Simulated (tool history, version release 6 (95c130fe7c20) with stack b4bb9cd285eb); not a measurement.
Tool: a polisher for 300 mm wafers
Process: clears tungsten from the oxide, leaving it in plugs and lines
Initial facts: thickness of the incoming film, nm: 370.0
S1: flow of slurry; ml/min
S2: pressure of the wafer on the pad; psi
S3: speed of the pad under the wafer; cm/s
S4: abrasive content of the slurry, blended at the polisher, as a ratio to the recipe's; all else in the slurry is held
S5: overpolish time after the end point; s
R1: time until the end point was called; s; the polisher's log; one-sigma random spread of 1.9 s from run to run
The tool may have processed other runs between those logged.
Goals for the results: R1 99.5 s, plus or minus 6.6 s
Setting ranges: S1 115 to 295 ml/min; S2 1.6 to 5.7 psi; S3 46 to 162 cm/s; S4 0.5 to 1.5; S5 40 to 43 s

run    day   S1   S2   S3    S4  S5      R1
  1      0  190  3.6  104     1  40   72.23
  2  0.317  190  3.6   94     1  40  82.759
  3  0.454  190  4.5   94     1  40  63.629
  4  0.775  190  4.3   94     1  40  68.446
  5  0.958  190  4.3   94  0.95  40   68.42
  6  1.292  190  4.2   94  0.95  40  71.801
  7  1.496  190  4.1   94  0.95  40  74.838
  8  1.554  190    4   94  0.95  40  73.987
  9  1.688  190  3.9   94  0.95  40  76.215
 10    1.9  190  3.8   94  0.95  40  78.832
 11  1.942  190  3.7   94  0.95  40  80.587

5 next moves are on the table. One of them brings every result within its allowed miss. Which?
  A  1.983  180  2.5  120   0.7  40   ?
  B  1.983  190  2.9   74  1.05  43   ?
  C  1.983  185    3   68  1.05  43   ?
  D  1.983  215  3.9  126   0.8  43   ?
  E  1.983  180  3.6   90  0.95  40   ?

move      R1
   A  100.62
   B  120.13
   C  126.99
   D   60.03
   E  85.998
A: all results in spec
B: takes the result that was furthest off past its target
C: takes the result that was furthest off past its target
D: further off than the last run
E: moves toward the targets from the last run without getting all of them in spec
Answer: A
